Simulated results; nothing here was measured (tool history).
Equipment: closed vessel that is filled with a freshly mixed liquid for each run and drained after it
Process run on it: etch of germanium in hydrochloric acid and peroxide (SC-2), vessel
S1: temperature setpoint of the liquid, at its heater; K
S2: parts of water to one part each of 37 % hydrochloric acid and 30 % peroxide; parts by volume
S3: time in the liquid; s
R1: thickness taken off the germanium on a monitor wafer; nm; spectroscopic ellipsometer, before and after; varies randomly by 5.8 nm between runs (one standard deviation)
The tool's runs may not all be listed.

run 1 hour=0 | S1=332.15 S2=11 S3=95 | R1=498.39
run 2 hour=4.6 | S1=332.15 S2=14.5 S3=95 | R1=477.46
run 3 hour=9 | S1=332.15 S2=14.5 S3=95 | R1=478.27
run 4 hour=10.8 | S1=335.65 S2=14.5 S3=95 | R1=522.62
run 5 hour=15.2 | S1=335.65 S2=18 S3=95 | R1=501.49
run 6 hour=18.8 | S1=335.65 S2=18 S3=95 | R1=503.9
run 7 hour=25.7 | S1=338.65 S2=17.5 S3=95 | R1=545.07

Predict the results of run 8:
run 8 hour=31.1 | S1=340.65 S2=17 S3=95 | R1=?

Run 8 gave R1 580.66 nm.
